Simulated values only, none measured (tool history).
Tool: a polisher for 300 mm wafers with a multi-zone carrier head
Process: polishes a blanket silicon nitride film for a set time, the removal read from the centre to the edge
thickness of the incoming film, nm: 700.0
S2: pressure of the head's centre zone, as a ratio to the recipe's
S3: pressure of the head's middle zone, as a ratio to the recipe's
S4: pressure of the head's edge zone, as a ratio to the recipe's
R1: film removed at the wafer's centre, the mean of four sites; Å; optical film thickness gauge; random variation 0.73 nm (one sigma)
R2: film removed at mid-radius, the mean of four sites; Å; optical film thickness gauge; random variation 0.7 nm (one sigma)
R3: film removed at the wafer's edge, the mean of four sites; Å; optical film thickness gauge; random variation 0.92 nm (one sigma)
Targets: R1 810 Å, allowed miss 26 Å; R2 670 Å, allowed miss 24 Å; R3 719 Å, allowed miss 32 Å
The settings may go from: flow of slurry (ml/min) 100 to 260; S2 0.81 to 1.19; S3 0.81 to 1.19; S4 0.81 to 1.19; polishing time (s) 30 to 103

{"run": 1, "hour": 0.0, "flow of slurry (ml/min)": 165, "S2": 1, "S3": 1, "S4": 1, "polishing time (s)": 66, "R1": 1182.3, "R2": 1172, "R3": 1171.7}
{"run": 2, "hour": 7.1, "flow of slurry (ml/min)": 160, "S2": 1.02, "S3": 0.95, "S4": 0.96, "polishing time (s)": 57, "R1": 1029, "R2": 996.72, "R3": 1020}
{"run": 3, "hour": 7.8, "flow of slurry (ml/min)": 160, "S2": 1.02, "S3": 0.95, "S4": 1.02, "polishing time (s)": 57, "R1": 1018.6, "R2": 975.08, "R3": 1028.8}
{"run": 4, "hour": 15.5, "flow of slurry (ml/min)": 160, "S2": 1.02, "S3": 0.95, "S4": 1.07, "polishing time (s)": 57, "R1": 1012.7, "R2": 969.46, "R3": 1059}
{"run": 5, "hour": 18.3, "flow of slurry (ml/min)": 155, "S2": 1.06, "S3": 0.92, "S4": 1.02, "polishing time (s)": 50, "R1": 923.52, "R2": 836.35, "R3": 896.66}
{"run": 6, "hour": 23.7, "flow of slurry (ml/min)": 145, "S2": 1.08, "S3": 0.9, "S4": 1, "polishing time (s)": 47, "R1": 870.75, "R2": 769.42, "R3": 817.73}
{"run": 7, "hour": 31.0, "flow of slurry (ml/min)": 105, "S2": 1.1, "S3": 0.81, "S4": 0.91, "polishing time (s)": 46, "R1": 810.44, "R2": 636.62, "R3": 741.87}
{"run": 8, "hour": 31.9, "flow of slurry (ml/min)": 110, "S2": 1.1, "S3": 0.83, "S4": 0.89, "polishing time (s)": 45, "R1": 799.45, "R2": 640.98, "R3": 725.31}

Which of these 5 next moves meets every target?
{"run": "A", "hour": 32.8, "flow of slurry (ml/min)": 115, "S2": 1.14, "S3": 0.9, "S4": 0.92, "polishing time (s)": 44, "R1": "?", "R2": "?", "R3": "?"}
{"run": "B", "hour": 32.8, "flow of slurry (ml/min)": 120, "S2": 1.19, "S3": 0.84, "S4": 1, "polishing time (s)": 43, "R1": "?", "R2": "?", "R3": "?"}
{"run": "C", "hour": 32.8, "flow of slurry (ml/min)": 100, "S2": 1.15, "S3": 0.81, "S4": 0.96, "polishing time (s)": 45, "R1": "?", "R2": "?", "R3": "?"}
{"run": "D", "hour": 32.8, "flow of slurry (ml/min)": 125, "S2": 0.95, "S3": 0.85, "S4": 0.9, "polishing time (s)": 47, "R1": "?", "R2": "?", "R3": "?"}
{"run": "E", "hour": 32.8, "flow of slurry (ml/min)": 105, "S2": 1.09, "S3": 0.81, "S4": 0.94, "polishing time (s)": 45, "R1": "?", "R2": "?", "R3": "?"}

move=A R1=803.39 R2=680.79 R3=729.78
move=B R1=825.15 R2=633.76 R3=743.5
move=C R1=799.48 R2=619.35 R3=744.79
move=D R1=738.07 R2=706.05 R3=782.24
move=E R1=770.07 R2=626.36 R3=743.85
A: meets every target
B: further off than the last run
C: further off than the last run
D: takes the result that was furthest off past its target
E: further off than the last run
Move A is the one to make.

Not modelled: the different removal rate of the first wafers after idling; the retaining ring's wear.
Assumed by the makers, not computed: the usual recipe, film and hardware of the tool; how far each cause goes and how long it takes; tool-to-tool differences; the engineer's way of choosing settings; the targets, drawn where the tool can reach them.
